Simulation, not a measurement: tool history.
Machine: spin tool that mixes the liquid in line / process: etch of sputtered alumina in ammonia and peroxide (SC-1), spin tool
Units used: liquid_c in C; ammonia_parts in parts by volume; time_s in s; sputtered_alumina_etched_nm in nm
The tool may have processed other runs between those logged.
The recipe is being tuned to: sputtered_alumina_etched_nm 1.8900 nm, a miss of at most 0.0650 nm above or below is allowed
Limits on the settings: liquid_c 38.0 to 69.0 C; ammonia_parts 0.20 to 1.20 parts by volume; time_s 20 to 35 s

run  hour  liquid_c  ammonia_parts  time_s  sputtered_alumina_etched_nm
  1   0.0      53.0           0.75      35                       2.8051
  2   8.9      48.5           0.75      35                       2.1866
  3  10.1      51.0           0.75      35                       2.4976
  4  13.1      50.0           0.75      35                       2.3505
  5  20.1      54.0           0.75      35                       2.9758
  6  26.0      57.5           0.75      35                       3.4898
  7  33.8      49.5           0.70      35                       2.2440
  8  38.6      49.5           0.70      35                       2.3126
  9  43.6      48.5           0.70      35                       2.1431

Next run, 4 choices. One meets every target within its allowed miss, the rest don't. Which?
  A  48.6      44.5           0.90      35                            ?
  B  48.6      45.5           0.60      35                            ?
  C  48.6      44.5           0.60      35                            ?
  D  48.6      46.5           0.60      35                            ?

move  sputtered_alumina_etched_nm
   A                       1.7167
   B                       1.7500
   C                       1.6514
   D                       1.8537
A: takes the biggest miss from the last run beyond its target
B: takes the biggest miss from the last run beyond its target
C: takes the biggest miss from the last run beyond its target
D: meets every target
The move that meets every target is D.
